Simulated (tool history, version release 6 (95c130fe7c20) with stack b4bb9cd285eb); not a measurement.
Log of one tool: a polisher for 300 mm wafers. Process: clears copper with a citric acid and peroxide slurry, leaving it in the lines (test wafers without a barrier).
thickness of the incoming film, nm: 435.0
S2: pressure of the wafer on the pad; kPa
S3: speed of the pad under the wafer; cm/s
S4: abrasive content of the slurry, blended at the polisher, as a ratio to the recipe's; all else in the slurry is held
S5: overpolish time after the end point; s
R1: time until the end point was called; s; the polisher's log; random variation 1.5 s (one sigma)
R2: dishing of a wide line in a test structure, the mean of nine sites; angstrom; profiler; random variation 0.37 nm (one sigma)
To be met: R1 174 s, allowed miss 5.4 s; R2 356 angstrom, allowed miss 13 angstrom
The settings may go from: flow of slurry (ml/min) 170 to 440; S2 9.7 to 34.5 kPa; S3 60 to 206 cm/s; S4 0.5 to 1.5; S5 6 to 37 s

{"run": 1, "hour": 0.0, "flow of slurry (ml/min)": 280, "S2": 22.1, "S3": 132, "S4": 1, "S5": 19, "R1": 148.5, "R2": 294.04}
{"run": 2, "hour": 5.4, "flow of slurry (ml/min)": 275, "S2": 21.4, "S3": 132, "S4": 1, "S5": 22, "R1": 151.41, "R2": 318.67}
{"run": 3, "hour": 10.9, "flow of slurry (ml/min)": 275, "S2": 21.4, "S3": 132, "S4": 0.9, "S5": 22, "R1": 156.41, "R2": 310.2}
{"run": 4, "hour": 12.2, "flow of slurry (ml/min)": 275, "S2": 20.7, "S3": 132, "S4": 0.9, "S5": 24, "R1": 160.14, "R2": 324.11}
{"run": 5, "hour": 13.3, "flow of slurry (ml/min)": 275, "S2": 20, "S3": 132, "S4": 0.9, "S5": 26, "R1": 167.24, "R2": 329.91}
{"run": 6, "hour": 15.5, "flow of slurry (ml/min)": 275, "S2": 20, "S3": 132, "S4": 0.9, "S5": 27, "R1": 168.06, "R2": 330.5}
{"run": 7, "hour": 17.9, "flow of slurry (ml/min)": 275, "S2": 20, "S3": 132, "S4": 0.9, "S5": 28, "R1": 166.66, "R2": 340.1}
{"run": 8, "hour": 26.8, "flow of slurry (ml/min)": 275, "S2": 20, "S3": 132, "S4": 0.9, "S5": 29, "R1": 164.73, "R2": 344.39}

4 next moves are on the table. One of them brings every result within its allowed miss. Which?
{"run": "A", "hour": 35.7, "flow of slurry (ml/min)": 295, "S2": 20.7, "S3": 116, "S4": 1.15, "S5": 33, "R1": "?", "R2": "?"}
{"run": "B", "hour": 35.7, "flow of slurry (ml/min)": 280, "S2": 20.7, "S3": 128, "S4": 0.95, "S5": 24, "R1": "?", "R2": "?"}
{"run": "C", "hour": 35.7, "flow of slurry (ml/min)": 240, "S2": 22.1, "S3": 134, "S4": 0.7, "S5": 30, "R1": "?", "R2": "?"}
{"run": "D", "hour": 35.7, "flow of slurry (ml/min)": 250, "S2": 17.9, "S3": 138, "S4": 1, "S5": 26, "R1": "?", "R2": "?"}

move=A R1=174.01 R2=358.28
move=B R1=165.51 R2=315.29
move=C R1=159.5 R2=357.97
move=D R1=177.51 R2=314.37
A: meets every target
B: further off than the last run
C: further off than the last run
D: brings the result that was furthest off to its target, and leaves another outside
Move A is the one to make.
